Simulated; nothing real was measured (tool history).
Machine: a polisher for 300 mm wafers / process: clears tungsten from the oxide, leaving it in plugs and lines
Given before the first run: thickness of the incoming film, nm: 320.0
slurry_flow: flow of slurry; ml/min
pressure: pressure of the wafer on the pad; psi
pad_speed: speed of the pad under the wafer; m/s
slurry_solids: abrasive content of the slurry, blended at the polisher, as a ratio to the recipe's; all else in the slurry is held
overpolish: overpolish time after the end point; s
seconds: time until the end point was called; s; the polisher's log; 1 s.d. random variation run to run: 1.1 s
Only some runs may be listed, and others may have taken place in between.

run  hour  slurry_flow  pressure  pad_speed  slurry_solids  overpolish  seconds
  1   0.0          195       4.8       1.00           1.00          35   42.994
  2   2.5          195       4.8       1.00           0.90          35   44.611
  3   8.2          195       4.8       1.00           0.75          35   47.648
  4  16.2          195       4.8       1.00           0.90          35   43.636
  5  18.2          195       4.6       1.00           0.90          35   44.719
  6  23.8          195       4.6       1.00           0.70          35   49.484
  7  31.9          195       4.4       1.00           0.70          35   51.864

Estimate the outcome of run 8 from the log above:
  8  35.3          195       4.3       1.00           0.70          35        ?

seconds: 52.133 s
